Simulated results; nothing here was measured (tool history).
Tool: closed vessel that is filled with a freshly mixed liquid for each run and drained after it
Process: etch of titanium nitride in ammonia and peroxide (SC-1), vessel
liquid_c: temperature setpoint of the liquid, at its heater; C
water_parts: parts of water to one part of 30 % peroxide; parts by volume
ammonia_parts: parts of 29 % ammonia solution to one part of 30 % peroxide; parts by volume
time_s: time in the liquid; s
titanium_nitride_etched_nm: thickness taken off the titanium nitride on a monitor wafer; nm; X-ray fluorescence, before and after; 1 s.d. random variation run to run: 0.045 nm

| run | hour | liquid_c | water_parts | ammonia_parts | time_s | titanium_nitride_etched_nm |
|---|---|---|---|---|---|---|
| 1 | 0 | 62 | 16 | 0.9 | 175 | 30.729 |
| 2 | 7.5 | 62 | 20.5 | 0.9 | 175 | 26.622 |
| 3 | 15.2 | 62 | 24 | 0.9 | 175 | 24.47 |
| 4 | 19.9 | 62 | 24 | 0.75 | 175 | 23.73 |
| 5 | 20.8 | 58 | 24 | 0.75 | 175 | 18.222 |
| 6 | 25.6 | 55 | 24 | 0.75 | 175 | 14.858 |

Run 7 is up next; what results do you expect?
| 7 | 27.3 | 48.5 | 24 | 0.75 | 175 | ? |

titanium_nitride_etched_nm: 9.5541 nm

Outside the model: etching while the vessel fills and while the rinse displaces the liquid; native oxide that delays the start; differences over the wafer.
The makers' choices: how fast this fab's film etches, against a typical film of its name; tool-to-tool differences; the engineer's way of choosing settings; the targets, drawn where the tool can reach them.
